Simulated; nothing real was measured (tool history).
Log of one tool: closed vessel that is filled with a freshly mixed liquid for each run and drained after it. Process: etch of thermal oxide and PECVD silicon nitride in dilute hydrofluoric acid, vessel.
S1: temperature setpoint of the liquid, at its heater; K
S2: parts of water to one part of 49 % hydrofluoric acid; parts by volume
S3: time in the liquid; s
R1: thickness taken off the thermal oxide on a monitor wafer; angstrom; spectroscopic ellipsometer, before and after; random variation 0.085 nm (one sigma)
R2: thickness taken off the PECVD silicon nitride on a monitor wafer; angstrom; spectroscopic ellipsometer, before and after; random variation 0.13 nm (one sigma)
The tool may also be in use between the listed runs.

| run | hour | S1 | S2 | S3 | R1 | R2 |
|---|---|---|---|---|---|---|
| 1 | 0.0 | 294.15 | 40 | 115 | 118.160 | 95.129 |
| 2 | 2.0 | 294.15 | 30 | 115 | 160.700 | 124.730 |
| 3 | 5.1 | 294.15 | 30 | 80 | 110.800 | 87.807 |
| 4 | 11.4 | 292.65 | 30 | 80 | 103.740 | 78.618 |
| 5 | 16.9 | 293.65 | 30 | 80 | 109.840 | 85.711 |
|  | 22.3 | thermometer replaced |
| 6 | 22.3 | 293.65 | 30 | 40 | 57.145 | 45.982 |
| 7 | 28.9 | 297.65 | 20 | 80 | 206.090 | 176.660 |
| 8 | 35.5 | 297.65 | 20 | 80 | 204.800 | 178.110 |
| 9 | 40.5 | 297.65 | 25 | 80 | 163.130 | 143.490 |
| 10 | 46.2 | 298.15 | 25 | 80 | 166.840 | 146.660 |
| 11 | 54.3 | 299.15 | 30 | 80 | 141.840 | 133.230 |
| 12 | 60.5 | 298.65 | 30 | 80 | 140.120 | 129.410 |
| 13 | 64.2 | 298.65 | 25 | 80 | 170.720 | 155.850 |
| 14 | 69.5 | 298.15 | 25 | 80 | 166.640 | 147.370 |

Forecast run 15:
| 15 | 71.7 | 298.65 | 25 | 80 | ? | ? |

R1: 170.280 angstrom
R2: 155.670 angstrom
